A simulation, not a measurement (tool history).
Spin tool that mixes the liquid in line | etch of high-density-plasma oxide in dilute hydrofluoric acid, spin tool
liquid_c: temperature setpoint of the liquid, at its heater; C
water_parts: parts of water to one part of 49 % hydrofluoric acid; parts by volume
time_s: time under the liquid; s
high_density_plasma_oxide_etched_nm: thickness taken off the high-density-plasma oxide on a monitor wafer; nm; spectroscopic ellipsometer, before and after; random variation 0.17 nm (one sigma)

| run | hour | liquid_c | water_parts | time_s | high_density_plasma_oxide_etched_nm |
|---|---|---|---|---|---|
| 1 | 0 | 22 | 70 | 320 | 42.164 |
| 2 | 1.1 | 25 | 70 | 320 | 47.218 |
| 3 | 2.9 | 25 | 70 | 340 | 50.937 |
| 4 | 10.8 | 25 | 70 | 320 | 46.943 |
| 5 | 12.1 | 23.5 | 80 | 320 | 39.032 |
| 6 | 15.3 | 23.5 | 80 | 340 | 40.57 |

Forecast run 7:
|  | 18.2 | thermometer replaced |
| 7 | 18.2 | 22.5 | 90 | 340 | ? |

{"run 7": {"high_density_plasma_oxide_etched_nm": 30.899}}
